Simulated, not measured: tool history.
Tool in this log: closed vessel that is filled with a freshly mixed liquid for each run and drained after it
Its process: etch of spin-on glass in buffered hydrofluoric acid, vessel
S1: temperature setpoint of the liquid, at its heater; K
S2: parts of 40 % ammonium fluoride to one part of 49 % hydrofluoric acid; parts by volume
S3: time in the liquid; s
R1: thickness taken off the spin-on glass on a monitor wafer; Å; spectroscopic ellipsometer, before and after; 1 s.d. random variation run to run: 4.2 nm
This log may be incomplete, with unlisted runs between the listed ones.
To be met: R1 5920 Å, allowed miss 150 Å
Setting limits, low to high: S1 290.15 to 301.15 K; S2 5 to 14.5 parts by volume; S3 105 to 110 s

run,hour,S1,S2,S3,R1
1,0,293.15,9,105,3197.3
2,1.6,293.15,7.5,105,3885.1
3,3.6,294.15,7.5,105,4076.6
4,10,294.15,5.5,105,5509.3
5,17.8,294.65,5.5,105,5594.8
6,21.3,294.65,6.5,105,4823.6
7,29.1,295.15,6.5,105,5009.3
8,29.9,295.65,6.5,105,5142.4
9,31.6,296.15,6.5,105,5231.9
10,34.5,296.65,6.5,105,5403.1
11,39.8,297.15,6.5,105,5572.1

5 next moves are on the table. One of them brings every result within its allowed miss. Which?
A,45.1,296.65,6.5,110,?
B,45.1,297.15,7,105,?
C,45.1,296.15,6.5,105,?
D,45.1,297.65,7,110,?
E,45.1,300.15,7.5,110,?

move,R1
A,5665.5
B,5211.3
C,5262.1
D,5609.8
E,5957.6
A: closer than the last run, but not yet in spec
B: its largest miss is bigger than the last run's
C: its largest miss is bigger than the last run's
D: closer than the last run, but not yet in spec
E: all results land within tolerance of their targets
Correct choice: E, which meets every target
